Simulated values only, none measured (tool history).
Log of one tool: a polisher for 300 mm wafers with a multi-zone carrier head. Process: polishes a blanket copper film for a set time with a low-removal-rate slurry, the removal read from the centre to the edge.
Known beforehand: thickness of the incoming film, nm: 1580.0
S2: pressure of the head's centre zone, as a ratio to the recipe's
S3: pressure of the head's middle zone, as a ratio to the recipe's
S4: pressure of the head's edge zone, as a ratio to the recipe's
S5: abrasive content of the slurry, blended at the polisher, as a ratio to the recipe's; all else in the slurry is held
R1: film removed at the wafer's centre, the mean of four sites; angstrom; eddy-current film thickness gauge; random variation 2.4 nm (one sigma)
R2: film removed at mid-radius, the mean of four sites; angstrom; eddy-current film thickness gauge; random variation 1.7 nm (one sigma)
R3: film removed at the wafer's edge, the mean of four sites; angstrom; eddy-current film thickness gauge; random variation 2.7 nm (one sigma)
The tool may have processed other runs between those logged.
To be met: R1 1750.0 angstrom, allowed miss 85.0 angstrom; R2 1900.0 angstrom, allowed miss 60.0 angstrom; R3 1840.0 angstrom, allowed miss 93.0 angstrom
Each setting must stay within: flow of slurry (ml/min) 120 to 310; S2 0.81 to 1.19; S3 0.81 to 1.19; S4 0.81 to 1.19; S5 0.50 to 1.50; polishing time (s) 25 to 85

Run 1, day 0.000: flow of slurry (ml/min) 200, S2 1.00, S3 1.00, S4 1.00, S5 1.00, polishing time (s) 55. Result: R1 1278.4 angstrom, R2 1202.8 angstrom, R3 1258.8 angstrom.
Run 2, day 0.317: flow of slurry (ml/min) 200, S2 1.00, S3 0.97, S4 1.00, S5 1.00, polishing time (s) 55. Result: R1 1269.4 angstrom, R2 1178.9 angstrom, R3 1252.0 angstrom.
Run 3, day 0.642: flow of slurry (ml/min) 210, S2 0.99, S3 1.02, S4 1.02, S5 1.15, polishing time (s) 58. Result: R1 1347.9 angstrom, R2 1330.5 angstrom, R3 1391.9 angstrom.
Run 4, day 0.762: flow of slurry (ml/min) 210, S2 0.99, S3 1.02, S4 1.02, S5 1.30, polishing time (s) 58. Result: R1 1414.8 angstrom, R2 1366.8 angstrom, R3 1436.8 angstrom.
Run 5, day 1.008: flow of slurry (ml/min) 220, S2 1.00, S3 1.06, S4 1.03, S5 1.35, polishing time (s) 60. Result: R1 1505.0 angstrom, R2 1520.9 angstrom, R3 1494.5 angstrom.
Run 6, day 1.125: flow of slurry (ml/min) 220, S2 1.00, S3 1.06, S4 1.03, S5 1.20, polishing time (s) 60. Result: R1 1416.5 angstrom, R2 1489.8 angstrom, R3 1454.4 angstrom.
Run 7, day 1.279: flow of slurry (ml/min) 220, S2 1.01, S3 1.07, S4 1.05, S5 1.30, polishing time (s) 62. Result: R1 1554.5 angstrom, R2 1557.1 angstrom, R3 1557.4 angstrom.
Run 8, day 1.358: flow of slurry (ml/min) 225, S2 1.01, S3 1.09, S4 1.07, S5 1.35, polishing time (s) 63. Result: R1 1612.7 angstrom, R2 1623.9 angstrom, R3 1564.9 angstrom.
Run 9, day 1.496: flow of slurry (ml/min) 230, S2 0.99, S3 1.09, S4 1.07, S5 1.40, polishing time (s) 65. Result: R1 1584.8 angstrom, R2 1709.4 angstrom, R3 1676.7 angstrom.
Run 10, day 1.529: flow of slurry (ml/min) 235, S2 0.99, S3 1.09, S4 1.08, S5 1.45, polishing time (s) 66. Result: R1 1636.4 angstrom, R2 1750.7 angstrom, R3 1707.6 angstrom.
Run 11, day 1.854: flow of slurry (ml/min) 235, S2 0.99, S3 1.09, S4 1.08, S5 1.45, polishing time (s) 67. Result: R1 1685.5 angstrom, R2 1748.6 angstrom, R3 1748.7 angstrom.
Run 12, day 2.171: flow of slurry (ml/min) 235, S2 0.99, S3 1.10, S4 1.08, S5 1.45, polishing time (s) 68. Result: R1 1667.1 angstrom, R2 1824.4 angstrom, R3 1821.6 angstrom.
Run 13, day 2.275: flow of slurry (ml/min) 240, S2 1.00, S3 1.10, S4 1.08, S5 1.45, polishing time (s) 68. Result: R1 1745.3 angstrom, R2 1798.0 angstrom, R3 1776.9 angstrom.
Run 14, day 2.300: flow of slurry (ml/min) 240, S2 1.00, S3 1.11, S4 1.08, S5 1.45, polishing time (s) 68. Result: R1 1761.2 angstrom, R2 1823.8 angstrom, R3 1772.1 angstrom.
Run 15, day 2.338: flow of slurry (ml/min) 240, S2 1.00, S3 1.11, S4 1.08, S5 1.45, polishing time (s) 68. Result: R1 1690.1 angstrom, R2 1809.6 angstrom, R3 1778.4 angstrom.
Run 16, day 2.629: flow of slurry (ml/min) 240, S2 1.00, S3 1.12, S4 1.08, S5 1.45, polishing time (s) 68. Result: R1 1703.6 angstrom, R2 1826.1 angstrom, R3 1751.2 angstrom.

Next run, 4 choices. One meets every target within its allowed miss, the rest don't. Which?
Run A, day 2.921: flow of slurry (ml/min) 260, S2 1.03, S3 1.07, S4 1.17, S5 1.50, polishing time (s) 65. Result: R1 ?, R2 ?, R3 ?.
Run B, day 2.921: flow of slurry (ml/min) 290, S2 0.98, S3 0.97, S4 0.95, S5 1.45, polishing time (s) 69. Result: R1 ?, R2 ?, R3 ?.
Run C, day 2.921: flow of slurry (ml/min) 260, S2 0.99, S3 1.14, S4 1.09, S5 1.20, polishing time (s) 72. Result: R1 ?, R2 ?, R3 ?.
Run D, day 2.921: flow of slurry (ml/min) 235, S2 0.90, S3 1.13, S4 1.06, S5 1.50, polishing time (s) 70. Result: R1 ?, R2 ?, R3 ?.

move      R1      R2      R3
   A  1709.8  1732.4  1846.8
   B  1728.7  1695.3  1768.4
   C  1726.3  1921.6  1868.8
   D  1592.0  1939.2  1877.3
A: lands further from the targets than the last run did
B: lands further from the targets than the last run did
C: hits every target within its allowed miss
D: brings the result that was furthest off to its target, and leaves another outside
Go with C: it meets all targets.
